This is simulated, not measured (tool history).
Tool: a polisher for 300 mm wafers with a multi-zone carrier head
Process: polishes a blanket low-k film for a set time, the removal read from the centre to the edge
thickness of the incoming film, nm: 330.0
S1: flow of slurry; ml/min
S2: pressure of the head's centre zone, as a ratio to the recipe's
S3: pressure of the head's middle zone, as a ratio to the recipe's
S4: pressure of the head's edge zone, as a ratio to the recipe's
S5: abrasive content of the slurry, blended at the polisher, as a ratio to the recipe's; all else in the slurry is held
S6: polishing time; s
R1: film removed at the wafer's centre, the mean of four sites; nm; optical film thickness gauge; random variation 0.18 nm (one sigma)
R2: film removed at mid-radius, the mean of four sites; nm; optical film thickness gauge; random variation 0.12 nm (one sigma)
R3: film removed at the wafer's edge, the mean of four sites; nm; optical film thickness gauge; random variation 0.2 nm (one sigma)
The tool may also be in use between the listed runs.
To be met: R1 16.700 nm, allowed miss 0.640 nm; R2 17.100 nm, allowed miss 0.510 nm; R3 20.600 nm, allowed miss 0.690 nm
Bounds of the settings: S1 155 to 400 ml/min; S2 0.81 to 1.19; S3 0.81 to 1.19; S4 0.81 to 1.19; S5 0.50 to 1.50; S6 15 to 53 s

run,hour,S1,S2,S3,S4,S5,S6,R1,R2,R3
1,0.0,255,1.00,1.00,1.00,1.00,34,12.819,12.876,13.306
2,3.4,255,0.99,0.99,1.02,1.05,34,12.807,13.097,13.956
3,11.4,255,0.99,0.99,1.04,1.10,34,13.344,13.233,13.841
4,19.3,250,0.97,0.97,1.04,1.15,35,13.315,13.344,14.731
5,26.4,250,0.97,0.97,1.04,1.35,35,14.212,14.101,15.225
6,34.2,250,0.97,0.97,1.04,1.45,35,14.280,14.529,15.668
7,34.7,250,0.96,0.97,1.05,1.45,36,14.619,14.889,16.040
8,41.2,250,0.95,0.96,1.06,1.45,37,14.865,15.176,16.808
9,46.2,255,0.95,0.96,1.07,1.45,37,14.845,15.239,16.751
10,48.5,255,0.95,0.95,1.08,1.45,38,15.513,15.361,17.682
11,49.6,260,0.95,0.95,1.09,1.45,38,15.619,15.482,17.380
12,54.6,255,0.94,0.95,1.09,1.45,39,15.832,15.855,17.697
13,61.2,260,0.93,0.94,1.10,1.45,39,15.501,15.704,17.927
14,68.9,260,0.93,0.94,1.11,1.45,39,15.496,15.799,18.057
15,69.9,300,0.91,0.92,1.19,1.50,41,16.266,16.445,19.709

5 next moves are on the table. One of them brings every result within its allowed miss. Which?
A,70.9,260,0.90,0.96,1.16,1.45,41,?,?,?
B,70.9,280,0.90,0.92,1.18,1.45,43,?,?,?
C,70.9,345,0.93,0.95,1.14,1.50,38,?,?,?
D,70.9,280,0.91,0.83,1.19,1.50,42,?,?,?
E,70.9,240,0.91,0.87,1.19,1.50,42,?,?,?

move,R1,R2,R3
A,15.825,16.833,19.209
B,16.717,17.153,20.442
C,15.719,15.995,18.149
D,16.661,15.537,20.274
E,16.401,15.917,20.042
A: further off than the last run
B: meets every target
C: further off than the last run
D: brings the result that was furthest off to its target, and leaves another outside
E: brings the result that was furthest off to its target, and leaves another outside
The right move is B.
